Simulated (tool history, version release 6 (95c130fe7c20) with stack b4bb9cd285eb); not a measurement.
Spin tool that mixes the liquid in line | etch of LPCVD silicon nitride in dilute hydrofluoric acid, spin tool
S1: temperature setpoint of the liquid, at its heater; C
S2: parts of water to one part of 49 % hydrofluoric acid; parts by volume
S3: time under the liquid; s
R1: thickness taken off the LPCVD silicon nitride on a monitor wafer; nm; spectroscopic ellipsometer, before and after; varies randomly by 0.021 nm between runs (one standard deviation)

| run | hour | S1 | S2 | S3 | R1 |
|---|---|---|---|---|---|
| 1 | 0.0 | 26.0 | 50 | 60 | 0.78736 |
| 2 | 4.3 | 26.0 | 50 | 60 | 0.79122 |
| 3 | 6.7 | 26.0 | 50 | 60 | 0.79927 |
| 4 | 8.0 | 26.0 | 35 | 60 | 1.10230 |
| 5 | 10.5 | 26.0 | 35 | 40 | 0.73412 |
| 6 | 17.9 | 23.0 | 35 | 40 | 0.61058 |
| 7 | 20.1 | 27.0 | 20 | 55 | 1.90230 |

Forecast run 8:
| 8 | 25.2 | 26.5 | 20 | 55 | ? |

Run 8 measured R1 1.82350 nm.
